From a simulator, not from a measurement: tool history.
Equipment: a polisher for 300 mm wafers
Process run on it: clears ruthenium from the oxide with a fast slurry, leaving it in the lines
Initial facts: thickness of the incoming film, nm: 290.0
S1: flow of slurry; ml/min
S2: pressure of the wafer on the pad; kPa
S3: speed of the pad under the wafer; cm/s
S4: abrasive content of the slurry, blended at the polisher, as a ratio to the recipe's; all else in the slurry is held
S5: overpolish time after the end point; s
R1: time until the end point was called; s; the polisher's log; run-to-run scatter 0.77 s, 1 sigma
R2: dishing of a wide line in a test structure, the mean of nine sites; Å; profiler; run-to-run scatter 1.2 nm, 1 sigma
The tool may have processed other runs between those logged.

| run | hour | S1 | S2 | S3 | S4 | S5 | R1 | R2 |
|---|---|---|---|---|---|---|---|---|
| 1 | 0.0 | 295 | 16.5 | 98 | 1.00 | 23 | 76.307 | 648.24 |
| 2 | 7.5 | 295 | 14.5 | 98 | 1.00 | 23 | 81.517 | 575.28 |
| 3 | 9.8 | 295 | 14.5 | 98 | 1.15 | 23 | 79.846 | 613.58 |
| 4 | 16.9 | 295 | 14.5 | 110 | 1.15 | 23 | 73.339 | 668.53 |
| 5 | 20.4 | 305 | 15.9 | 116 | 1.05 | 21 | 67.003 | 668.73 |
| 6 | 25.1 | 305 | 15.9 | 116 | 0.90 | 21 | 72.408 | 604.46 |
| 7 | 28.8 | 320 | 17.2 | 122 | 0.85 | 19 | 64.823 | 625.39 |
| 8 | 32.1 | 330 | 17.9 | 126 | 0.80 | 17 | 60.355 | 581.25 |

Run 9, settings as shown, results not yet in. Your forecast:
| 9 | 38.5 | 330 | 18.6 | 126 | 0.80 | 16 | ? | ? |

Run 9 produced R1 59.720 s, R2 562.67 Å.

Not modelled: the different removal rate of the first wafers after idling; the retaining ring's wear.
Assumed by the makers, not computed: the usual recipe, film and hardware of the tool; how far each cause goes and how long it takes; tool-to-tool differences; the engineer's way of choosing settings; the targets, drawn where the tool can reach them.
